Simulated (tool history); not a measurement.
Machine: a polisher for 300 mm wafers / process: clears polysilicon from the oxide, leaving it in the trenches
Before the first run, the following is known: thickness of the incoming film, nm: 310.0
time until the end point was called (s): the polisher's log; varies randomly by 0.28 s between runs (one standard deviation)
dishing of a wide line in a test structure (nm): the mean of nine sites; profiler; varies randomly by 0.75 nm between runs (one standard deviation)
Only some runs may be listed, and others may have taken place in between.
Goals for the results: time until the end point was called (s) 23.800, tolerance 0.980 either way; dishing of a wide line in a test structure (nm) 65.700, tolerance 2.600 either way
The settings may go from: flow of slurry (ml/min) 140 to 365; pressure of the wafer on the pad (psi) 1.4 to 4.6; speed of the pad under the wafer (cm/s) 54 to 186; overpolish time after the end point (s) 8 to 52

run    day  flow of slurry (ml/min)  pressure of the wafer on the pad (psi)  speed of the pad under the wafer (cm/s)  overpolish time after the end point (s)  time until the end point was called (s)  dishing of a wide line in a test structure (nm)
  1  0.000                      235                                     3.0                                      118                                       26                                   18.912                                           70.158
  2  0.300                      235                                     2.8                                      118                                       22                                   20.761                                           70.628
  3  0.371                      235                                     3.4                                      118                                       22                                   17.544                                           70.293
  4  0.417                      240                                     3.3                                      114                                       19                                   18.088                                           71.041
  5  0.617                      240                                     3.3                                      102                                       19                                   19.962                                           69.278
  6  0.854                      240                                     3.3                                       82                                       19                                   23.219                                           66.703
  7  1.196                      240                                     3.3                                       80                                       20                                   23.389                                           69.576
  8  1.325                      230                                     3.2                                       84                                        8                                   23.674                                           54.552
  9  1.588                      245                                     3.2                                       84                                       10                                   23.847                                           59.288

Of the 5 settings listed for the next run, only one would bring every result within its allowed miss of target. Which one?
  A  1.850                      175                                     3.4                                       78                                        9                                        ?                                                ?
  B  1.850                      340                                     2.8                                       92                                       16                                        ?                                                ?
  C  1.850                      225                                     3.4                                       76                                       11                                        ?                                                ?
  D  1.850                      215                                     3.1                                       88                                       10                                        ?                                                ?
  E  1.850                      250                                     3.0                                       96                                       10                                        ?                                                ?

move  time until the end point was called (s)  dishing of a wide line in a test structure (nm)
   A                                   24.300                                           54.132
   B                                   23.969                                           65.147
   C                                   23.825                                           58.985
   D                                   23.581                                           57.198
   E                                   22.379                                           58.312
A: misses by more than the last run did
B: every result lands within tolerance
C: no better and no worse than the last run
D: misses by more than the last run did
E: misses by more than the last run did
Correct choice: B, which meets every target

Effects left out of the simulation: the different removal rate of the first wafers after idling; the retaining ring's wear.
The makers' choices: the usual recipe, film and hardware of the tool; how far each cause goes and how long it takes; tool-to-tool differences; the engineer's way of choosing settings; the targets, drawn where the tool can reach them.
